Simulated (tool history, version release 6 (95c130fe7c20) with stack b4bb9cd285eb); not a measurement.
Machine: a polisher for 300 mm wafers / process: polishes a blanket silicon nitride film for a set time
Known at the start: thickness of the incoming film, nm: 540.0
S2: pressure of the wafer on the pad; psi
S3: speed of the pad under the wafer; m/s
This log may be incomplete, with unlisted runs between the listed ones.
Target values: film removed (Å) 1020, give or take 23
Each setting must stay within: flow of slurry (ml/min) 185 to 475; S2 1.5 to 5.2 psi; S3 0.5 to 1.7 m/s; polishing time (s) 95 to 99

{"run": 1, "hour": 0.0, "flow of slurry (ml/min)": 305, "S2": 3.3, "S3": 1.1, "polishing time (s)": 95, "film removed (Å)": 1722.2}
{"run": 2, "hour": 6.3, "flow of slurry (ml/min)": 305, "S2": 3.7, "S3": 1.1, "polishing time (s)": 95, "film removed (Å)": 1926.2}
{"run": 3, "hour": 10.1, "flow of slurry (ml/min)": 305, "S2": 3.7, "S3": 0.86, "polishing time (s)": 95, "film removed (Å)": 1591.1}
{"run": 4, "hour": 11.4, "flow of slurry (ml/min)": 300, "S2": 3.3, "S3": 0.86, "polishing time (s)": 95, "film removed (Å)": 1414.5}
{"run": 5, "hour": 12.5, "flow of slurry (ml/min)": 300, "S2": 2.9, "S3": 0.86, "polishing time (s)": 95, "film removed (Å)": 1258.5}
{"run": 6, "hour": 20.5, "flow of slurry (ml/min)": 295, "S2": 2.7, "S3": 0.86, "polishing time (s)": 95, "film removed (Å)": 1165.1}
{"run": 7, "hour": 28.8, "flow of slurry (ml/min)": 285, "S2": 2.6, "S3": 0.86, "polishing time (s)": 95, "film removed (Å)": 1118.1}
{"run": 8, "hour": 29.9, "flow of slurry (ml/min)": 265, "S2": 2.6, "S3": 0.86, "polishing time (s)": 95, "film removed (Å)": 1108.3}
{"run": 9, "hour": 35.4, "flow of slurry (ml/min)": 250, "S2": 2.6, "S3": 0.86, "polishing time (s)": 95, "film removed (Å)": 1103.3}
{"run": 10, "hour": 44.3, "flow of slurry (ml/min)": 240, "S2": 2.5, "S3": 0.86, "polishing time (s)": 95, "film removed (Å)": 1054.2}
{"run": 11, "hour": 46.8, "flow of slurry (ml/min)": 230, "S2": 2.5, "S3": 0.86, "polishing time (s)": 95, "film removed (Å)": 1049.9}

Exactly one of the 5 candidate moves below puts every result within its allowed miss. Which one?
{"run": "A", "hour": 49.3, "flow of slurry (ml/min)": 195, "S2": 2.1, "S3": 1, "polishing time (s)": 95, "film removed (Å)": "?"}
{"run": "B", "hour": 49.3, "flow of slurry (ml/min)": 230, "S2": 2.5, "S3": 0.86, "polishing time (s)": 99, "film removed (Å)": "?"}
{"run": "C", "hour": 49.3, "flow of slurry (ml/min)": 255, "S2": 2.3, "S3": 0.94, "polishing time (s)": 97, "film removed (Å)": "?"}
{"run": "D", "hour": 49.3, "flow of slurry (ml/min)": 250, "S2": 2.4, "S3": 0.86, "polishing time (s)": 96, "film removed (Å)": "?"}
{"run": "E", "hour": 49.3, "flow of slurry (ml/min)": 190, "S2": 2.1, "S3": 1.08, "polishing time (s)": 99, "film removed (Å)": "?"}

move=A film_removed_(Å)=978.97
move=B film_removed_(Å)=1095.1
move=C film_removed_(Å)=1077.6
move=D film_removed_(Å)=1032.1
move=E film_removed_(Å)=1080.3
A: pushes the last run's worst result past its target
B: further off than the last run
C: further off than the last run
D: all results in spec
E: further off than the last run
Correct choice: D, which meets every target
